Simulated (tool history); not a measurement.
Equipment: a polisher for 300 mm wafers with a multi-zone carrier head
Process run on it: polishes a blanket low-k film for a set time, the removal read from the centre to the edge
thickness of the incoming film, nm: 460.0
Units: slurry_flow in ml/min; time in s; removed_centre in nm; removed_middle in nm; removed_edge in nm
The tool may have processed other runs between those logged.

{"run": 1, "hour": 0.0, "slurry_flow": 120, "centre_zone": 1.0, "middle_zone": 1.0, "edge_zone": 1.0, "slurry_solids": 1.0, "time": 69, "removed_centre": 23.025, "removed_middle": 24.833, "removed_edge": 24.986}
{"run": 2, "hour": 1.2, "slurry_flow": 110, "centre_zone": 0.98, "middle_zone": 1.02, "edge_zone": 0.99, "slurry_solids": 1.0, "time": 69, "removed_centre": 22.176, "removed_middle": 24.19, "removed_edge": 24.108}
{"run": 3, "hour": 3.9, "slurry_flow": 110, "centre_zone": 0.98, "middle_zone": 1.05, "edge_zone": 0.99, "slurry_solids": 1.0, "time": 69, "removed_centre": 21.764, "removed_middle": 25.093, "removed_edge": 23.694}
{"run": 4, "hour": 5.5, "slurry_flow": 110, "centre_zone": 0.98, "middle_zone": 0.99, "edge_zone": 0.99, "slurry_solids": 1.0, "time": 69, "removed_centre": 21.888, "removed_middle": 23.312, "removed_edge": 23.604}
{"run": 5, "hour": 11.2, "slurry_flow": 110, "centre_zone": 0.98, "middle_zone": 0.99, "edge_zone": 0.94, "slurry_solids": 1.0, "time": 69, "removed_centre": 22.016, "removed_middle": 22.836, "removed_edge": 23.783}
{"run": 6, "hour": 14.3, "slurry_flow": 105, "centre_zone": 0.96, "middle_zone": 1.01, "edge_zone": 0.95, "slurry_solids": 1.0, "time": 69, "removed_centre": 21.294, "removed_middle": 23.893, "removed_edge": 23.009}

Estimate the outcome of run 7 from the log above:
{"run": 7, "hour": 16.3, "slurry_flow": 100, "centre_zone": 0.95, "middle_zone": 1.01, "edge_zone": 0.97, "slurry_solids": 1.0, "time": 69, "removed_centre": "?", "removed_middle": "?", "removed_edge": "?"}

{"run 7": {"removed_centre": 20.99, "removed_middle": 23.432, "removed_edge": 23.292}}
